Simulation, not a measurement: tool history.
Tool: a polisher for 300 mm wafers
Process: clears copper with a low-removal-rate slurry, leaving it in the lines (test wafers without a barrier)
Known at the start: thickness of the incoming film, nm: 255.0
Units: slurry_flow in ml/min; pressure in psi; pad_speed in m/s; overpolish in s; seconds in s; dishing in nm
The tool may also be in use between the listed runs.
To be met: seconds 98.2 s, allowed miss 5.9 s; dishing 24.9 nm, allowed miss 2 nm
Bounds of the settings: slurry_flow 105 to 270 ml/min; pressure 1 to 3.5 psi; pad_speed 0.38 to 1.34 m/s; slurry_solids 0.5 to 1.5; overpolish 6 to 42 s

{"run": 1, "day": 0.0, "slurry_flow": 175, "pressure": 2.2, "pad_speed": 0.86, "slurry_solids": 1, "overpolish": 21, "seconds": 150.19, "dishing": 16.735}
{"run": 2, "day": 0.179, "slurry_flow": 175, "pressure": 2.4, "pad_speed": 0.86, "slurry_solids": 1, "overpolish": 22, "seconds": 138.6, "dishing": 19.137}
{"run": 3, "day": 0.4, "slurry_flow": 175, "pressure": 2.6, "pad_speed": 0.86, "slurry_solids": 1, "overpolish": 22, "seconds": 129.81, "dishing": 19.527}
{"run": 4, "day": 0.538, "slurry_flow": 175, "pressure": 2.6, "pad_speed": 0.96, "slurry_solids": 1, "overpolish": 22, "seconds": 110.8, "dishing": 20.995}
{"run": 5, "day": 0.767, "slurry_flow": 175, "pressure": 2.7, "pad_speed": 0.96, "slurry_solids": 1, "overpolish": 23, "seconds": 111.3, "dishing": 22.524}
{"run": 6, "day": 0.838, "slurry_flow": 175, "pressure": 2.8, "pad_speed": 0.96, "slurry_solids": 1, "overpolish": 23, "seconds": 109.34, "dishing": 22.356}
{"day": 1.0, "done": "worn pad replaced by a new one"}
{"run": 7, "day": 1.0, "slurry_flow": 175, "pressure": 2.9, "pad_speed": 0.96, "slurry_solids": 1, "overpolish": 23, "seconds": 89.632, "dishing": 24.222}
{"run": 8, "day": 1.125, "slurry_flow": 175, "pressure": 2.9, "pad_speed": 0.96, "slurry_solids": 1, "overpolish": 24, "seconds": 89.383, "dishing": 25.011}

5 next moves are on the table. One of them brings every result within its allowed miss. Which?
{"run": "A", "day": 1.25, "slurry_flow": 180, "pressure": 2.3, "pad_speed": 1.12, "slurry_solids": 1.1, "overpolish": 19, "seconds": "?", "dishing": "?"}
{"run": "B", "day": 1.25, "slurry_flow": 185, "pressure": 3, "pad_speed": 0.82, "slurry_solids": 1.05, "overpolish": 42, "seconds": "?", "dishing": "?"}
{"run": "C", "day": 1.25, "slurry_flow": 190, "pressure": 2.4, "pad_speed": 1.26, "slurry_solids": 1.15, "overpolish": 23, "seconds": "?", "dishing": "?"}
{"run": "D", "day": 1.25, "slurry_flow": 150, "pressure": 2.8, "pad_speed": 0.92, "slurry_solids": 1.15, "overpolish": 27, "seconds": "?", "dishing": "?"}
{"run": "E", "day": 1.25, "slurry_flow": 185, "pressure": 3, "pad_speed": 1.02, "slurry_solids": 1.05, "overpolish": 18, "seconds": "?", "dishing": "?"}

move=A seconds=94.725 dishing=20.52
move=B seconds=100.74 dishing=28.774
move=C seconds=79.705 dishing=24.804
move=D seconds=96.994 dishing=24.546
move=E seconds=81.492 dishing=21.854
A: brings the result that was furthest off to its target, and leaves another outside
B: brings the result that was furthest off to its target, and leaves another outside
C: further off than the last run
D: meets every target
E: further off than the last run
Answer: D

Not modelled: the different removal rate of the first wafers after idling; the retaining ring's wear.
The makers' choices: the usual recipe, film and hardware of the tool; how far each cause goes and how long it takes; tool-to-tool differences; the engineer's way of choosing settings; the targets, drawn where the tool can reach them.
